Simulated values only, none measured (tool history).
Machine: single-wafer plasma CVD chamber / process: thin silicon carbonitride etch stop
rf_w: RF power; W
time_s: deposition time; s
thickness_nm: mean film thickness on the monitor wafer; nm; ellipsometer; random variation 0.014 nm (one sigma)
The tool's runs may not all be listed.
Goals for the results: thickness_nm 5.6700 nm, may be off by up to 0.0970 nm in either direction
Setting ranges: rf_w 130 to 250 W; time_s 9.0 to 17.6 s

{"run": 1, "hour": 0.0, "rf_w": 190, "time_s": 13.3, "thickness_nm": 6.5402}
{"run": 2, "hour": 2.3, "rf_w": 190, "time_s": 14.6, "thickness_nm": 7.1734}
{"run": 3, "hour": 9.3, "rf_w": 215, "time_s": 14.6, "thickness_nm": 7.3913}
{"run": 4, "hour": 10.7, "rf_w": 215, "time_s": 15.8, "thickness_nm": 7.9799}
{"run": 5, "hour": 19.5, "rf_w": 215, "time_s": 17.6, "thickness_nm": 8.9629}
{"run": 6, "hour": 22.3, "rf_w": 195, "time_s": 17.6, "thickness_nm": 8.7397}
{"run": 7, "hour": 24.1, "rf_w": 190, "time_s": 17.0, "thickness_nm": 8.3565}
{"run": 8, "hour": 27.6, "rf_w": 185, "time_s": 16.4, "thickness_nm": 8.0334}
{"run": 9, "hour": 32.7, "rf_w": 180, "time_s": 15.9, "thickness_nm": 7.7404}
{"run": 10, "hour": 37.2, "rf_w": 175, "time_s": 15.4, "thickness_nm": 7.4332}
{"run": 11, "hour": 40.6, "rf_w": 170, "time_s": 15.0, "thickness_nm": 7.1514}
{"run": 12, "hour": 42.1, "rf_w": 165, "time_s": 14.7, "thickness_nm": 6.9746}
{"run": 13, "hour": 49.9, "rf_w": 160, "time_s": 14.4, "thickness_nm": 6.8139}
{"run": 14, "hour": 55.8, "rf_w": 160, "time_s": 14.1, "thickness_nm": 6.6788}
{"run": 15, "hour": 58.5, "rf_w": 160, "time_s": 13.9, "thickness_nm": 6.5647}
{"run": 16, "hour": 59.5, "rf_w": 135, "time_s": 12.2, "thickness_nm": 5.5355}

Next run, 4 choices. One meets every target within its allowed miss, the rest don't. Which?
{"run": "A", "hour": 60.5, "rf_w": 145, "time_s": 11.8, "thickness_nm": "?"}
{"run": "B", "hour": 60.5, "rf_w": 145, "time_s": 12.9, "thickness_nm": "?"}
{"run": "C", "hour": 60.5, "rf_w": 140, "time_s": 12.4, "thickness_nm": "?"}
{"run": "D", "hour": 60.5, "rf_w": 145, "time_s": 12.8, "thickness_nm": "?"}

move=A thickness_nm=5.4392
move=B thickness_nm=5.9463
move=C thickness_nm=5.6719
move=D thickness_nm=5.9002
A: lands further from the targets than the last run did
B: moves the result that the last run missed by most past its target, out the other side
C: every result within its allowed miss
D: moves the result that the last run missed by most past its target, out the other side
Correct choice: C, which meets every target
